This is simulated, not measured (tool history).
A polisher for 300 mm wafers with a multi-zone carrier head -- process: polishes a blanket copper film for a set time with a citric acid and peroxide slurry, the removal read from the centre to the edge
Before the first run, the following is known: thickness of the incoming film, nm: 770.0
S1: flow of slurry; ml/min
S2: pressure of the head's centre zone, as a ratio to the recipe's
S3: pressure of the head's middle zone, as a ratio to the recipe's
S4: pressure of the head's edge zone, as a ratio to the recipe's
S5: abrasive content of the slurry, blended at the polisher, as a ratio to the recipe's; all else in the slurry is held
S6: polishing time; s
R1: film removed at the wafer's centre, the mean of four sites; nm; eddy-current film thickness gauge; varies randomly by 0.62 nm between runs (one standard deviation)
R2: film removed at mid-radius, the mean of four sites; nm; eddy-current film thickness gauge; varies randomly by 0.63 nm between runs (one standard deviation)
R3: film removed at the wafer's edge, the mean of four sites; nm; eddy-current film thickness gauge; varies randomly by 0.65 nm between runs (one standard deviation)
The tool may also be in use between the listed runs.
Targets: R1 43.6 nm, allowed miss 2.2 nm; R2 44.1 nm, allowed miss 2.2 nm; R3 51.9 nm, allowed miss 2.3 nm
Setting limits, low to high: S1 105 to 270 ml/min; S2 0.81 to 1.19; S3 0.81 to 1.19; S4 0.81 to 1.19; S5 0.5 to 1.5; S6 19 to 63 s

| run | day | S1 | S2 | S3 | S4 | S5 | S6 | R1 | R2 | R3 |
|---|---|---|---|---|---|---|---|---|---|---|
| 1 | 0 | 175 | 1 | 1 | 1 | 1 | 41 | 91.54 | 94.257 | 94.001 |
| 2 | 0.179 | 175 | 1 | 1 | 1 | 1 | 31 | 68.004 | 70.938 | 70.678 |
| 3 | 0.442 | 175 | 1 | 1 | 0.95 | 1 | 31 | 70.08 | 70.915 | 68.967 |
| 4 | 0.796 | 170 | 0.98 | 0.98 | 0.96 | 0.95 | 30 | 66.812 | 65.143 | 66.413 |
| 5 | 1.067 | 165 | 0.96 | 0.98 | 0.98 | 0.9 | 29 | 60.803 | 63.033 | 62.641 |
| 6 | 1.238 | 160 | 0.94 | 0.96 | 1 | 0.85 | 29 | 57.329 | 61.716 | 62.546 |
| 7 | 1.283 | 155 | 0.94 | 0.94 | 1.01 | 0.8 | 28 | 53.91 | 56.66 | 59.565 |
| 8 | 1.575 | 150 | 0.93 | 0.92 | 1.01 | 0.75 | 28 | 53.387 | 53.402 | 57.441 |
| 9 | 1.908 | 145 | 0.92 | 0.91 | 1.01 | 0.75 | 28 | 53.342 | 53.684 | 57.746 |
| 10 | 2.142 | 145 | 0.91 | 0.9 | 1.02 | 0.7 | 28 | 50.269 | 51.248 | 57.929 |
| 11 | 2.454 | 145 | 0.9 | 0.89 | 1.01 | 0.65 | 28 | 49.353 | 49.818 | 56.337 |
| 12 | 2.746 | 145 | 0.89 | 0.88 | 1.01 | 0.65 | 28 | 47.835 | 49.434 | 56.524 |
| 13 | 2.888 | 140 | 0.89 | 0.88 | 1 | 0.65 | 28 | 48.472 | 49.398 | 55.689 |
| 14 | 3.238 | 140 | 0.88 | 0.87 | 1 | 0.65 | 28 | 47.929 | 49.32 | 56.519 |

Exercise: of the 5 proposed moves below, exactly one satisfies all targets within the stated allowed misses. Which move is it?
| A | 3.588 | 260 | 0.82 | 0.81 | 0.99 | 1 | 22 | ? | ? | ? |
| B | 3.588 | 115 | 0.96 | 1 | 0.9 | 0.75 | 26 | ? | ? | ? |
| C | 3.588 | 125 | 0.89 | 0.97 | 0.93 | 0.85 | 32 | ? | ? | ? |
| D | 3.588 | 130 | 0.83 | 1.1 | 0.95 | 0.75 | 27 | ? | ? | ? |
| E | 3.588 | 130 | 0.94 | 0.83 | 0.97 | 0.7 | 26 | ? | ? | ? |

| move | R1 | R2 | R3 |
|---|---|---|---|
| A | 43.363 | 42.818 | 52.374 |
| B | 48.043 | 48.921 | 49.794 |
| C | 57.759 | 61.743 | 65.089 |
| D | 44.484 | 56.667 | 53.983 |
| E | 47.638 | 42.329 | 51.779 |
A: all results land within tolerance of their targets
B: nearer than the last run, and not there yet
C: misses by more than the last run did
D: misses by more than the last run did
E: brings the result that was furthest off to its target, and leaves another outside
Answer: A
